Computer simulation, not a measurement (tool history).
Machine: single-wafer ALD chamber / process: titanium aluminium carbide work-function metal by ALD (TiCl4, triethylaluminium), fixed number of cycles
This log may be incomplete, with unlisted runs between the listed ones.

run,hour,heater temperature setpoint (°C),triethylaluminium pulse time (s),mean film thickness on the monitor wafer (nm)
1,0,325,14.84,2.2619
2,2.2,322,14.6,2.213
3,7.5,320,14.47,2.1993
4,15,318,14.33,2.1843
5,18.5,316,14.18,2.1737
6,20.7,309,14.18,2.0791
7,24.5,309,14.17,2.119

Estimate the outcome of run 8 from the log above:
8,33.1,308,13.99,?

mean film thickness on the monitor wafer (nm): 2.0762
